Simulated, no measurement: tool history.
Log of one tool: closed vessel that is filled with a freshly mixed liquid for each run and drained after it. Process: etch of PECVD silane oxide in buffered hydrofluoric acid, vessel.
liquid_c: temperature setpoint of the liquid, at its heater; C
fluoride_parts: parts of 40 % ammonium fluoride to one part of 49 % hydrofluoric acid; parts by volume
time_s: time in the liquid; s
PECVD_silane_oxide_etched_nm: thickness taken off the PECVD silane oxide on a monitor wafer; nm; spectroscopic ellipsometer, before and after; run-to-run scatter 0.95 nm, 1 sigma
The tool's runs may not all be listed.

| run | day | liquid_c | fluoride_parts | time_s | PECVD_silane_oxide_etched_nm |
|---|---|---|---|---|---|
| 1 | 0 | 21 | 22 | 100 | 73.187 |
| 2 | 0.092 | 21 | 22 | 100 | 71.548 |
| 3 | 0.312 | 23.5 | 22 | 100 | 82.562 |
| 4 | 0.679 | 23.5 | 22 | 100 | 82.17 |
| 5 | 1.004 | 23.5 | 22 | 105 | 87.68 |
| 6 | 1.208 | 24.5 | 21 | 105 | 95.304 |
| 7 | 1.496 | 25 | 20 | 105 | 101 |
| 8 | 1.733 | 25.5 | 19.5 | 105 | 106.87 |
| 9 | 1.808 | 26 | 19 | 105 | 113.2 |

The next listed run, before its measurement:
| 10 | 2.142 | 26.5 | 19 | 105 | ? |

{"run 10": {"PECVD_silane_oxide_etched_nm": 116.58}}
